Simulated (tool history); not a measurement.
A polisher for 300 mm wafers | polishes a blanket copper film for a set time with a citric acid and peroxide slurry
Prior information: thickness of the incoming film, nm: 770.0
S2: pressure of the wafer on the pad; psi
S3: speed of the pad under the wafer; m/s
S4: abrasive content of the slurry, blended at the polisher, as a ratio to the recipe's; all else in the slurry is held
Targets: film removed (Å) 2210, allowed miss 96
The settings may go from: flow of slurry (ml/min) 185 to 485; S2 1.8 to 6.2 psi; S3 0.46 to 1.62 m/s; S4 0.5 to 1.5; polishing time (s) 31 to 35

Run 1, day 0: flow of slurry (ml/min) 310, S2 4 psi, S3 1.04 m/s, S4 1, polishing time (s) 35. Result: film removed (Å) 1105.8.
Run 2, day 0.242: flow of slurry (ml/min) 310, S2 3.1 psi, S3 1.04 m/s, S4 1, polishing time (s) 35. Result: film removed (Å) 868.76.
Run 3, day 0.433: flow of slurry (ml/min) 235, S2 3.1 psi, S3 1.04 m/s, S4 1, polishing time (s) 35. Result: film removed (Å) 846.8.
Run 4, day 0.571: flow of slurry (ml/min) 235, S2 3.1 psi, S3 1.04 m/s, S4 0.85, polishing time (s) 35. Result: film removed (Å) 832.48.
Run 5, day 0.783: flow of slurry (ml/min) 235, S2 3.1 psi, S3 1.22 m/s, S4 0.85, polishing time (s) 35. Result: film removed (Å) 952.44.
Run 6, day 1.033: flow of slurry (ml/min) 235, S2 4.1 psi, S3 1.24 m/s, S4 0.85, polishing time (s) 35. Result: film removed (Å) 1272.1.
Run 7, day 1.246: flow of slurry (ml/min) 235, S2 4.8 psi, S3 1.26 m/s, S4 0.85, polishing time (s) 35. Result: film removed (Å) 1492.8.
Run 8, day 1.612: flow of slurry (ml/min) 235, S2 4.8 psi, S3 1.26 m/s, S4 0.85, polishing time (s) 35. Result: film removed (Å) 1499.3.
Run 9, day 1.646: flow of slurry (ml/min) 240, S2 5.3 psi, S3 1.28 m/s, S4 0.85, polishing time (s) 35. Result: film removed (Å) 1678.2.
Run 10, day 1.883: flow of slurry (ml/min) 240, S2 5.6 psi, S3 1.32 m/s, S4 0.85, polishing time (s) 35. Result: film removed (Å) 1827.5.
Run 11, day 2.083: flow of slurry (ml/min) 240, S2 5.8 psi, S3 1.34 m/s, S4 0.85, polishing time (s) 35. Result: film removed (Å) 1926.3.
Run 12, day 2.308: flow of slurry (ml/min) 240, S2 5.9 psi, S3 1.36 m/s, S4 0.85, polishing time (s) 35. Result: film removed (Å) 1973.1.
Run 13, day 2.6: flow of slurry (ml/min) 240, S2 6 psi, S3 1.38 m/s, S4 0.85, polishing time (s) 35. Result: film removed (Å) 2040.4.

Exercise: of the 4 proposed moves below, exactly one satisfies all targets within the stated allowed misses. Which move is it?
Run A, day 2.892: flow of slurry (ml/min) 305, S2 5.6 psi, S3 1.52 m/s, S4 1.05, polishing time (s) 34. Result: film removed (Å) ?.
Run B, day 2.892: flow of slurry (ml/min) 245, S2 6 psi, S3 1.36 m/s, S4 0.9, polishing time (s) 34. Result: film removed (Å) ?.
Run C, day 2.892: flow of slurry (ml/min) 220, S2 6 psi, S3 1.2 m/s, S4 1.2, polishing time (s) 35. Result: film removed (Å) ?.
Run D, day 2.892: flow of slurry (ml/min) 280, S2 5.5 psi, S3 1.58 m/s, S4 0.95, polishing time (s) 31. Result: film removed (Å) ?.

move  film removed (Å)
   A            2218.5
   B            2011.5
   C            1939.8
   D            2002.3
A: each result inside its tolerance
B: its largest miss is bigger than the last run's
C: its largest miss is bigger than the last run's
D: its largest miss is bigger than the last run's
A is the move that brings every result within its allowed miss.

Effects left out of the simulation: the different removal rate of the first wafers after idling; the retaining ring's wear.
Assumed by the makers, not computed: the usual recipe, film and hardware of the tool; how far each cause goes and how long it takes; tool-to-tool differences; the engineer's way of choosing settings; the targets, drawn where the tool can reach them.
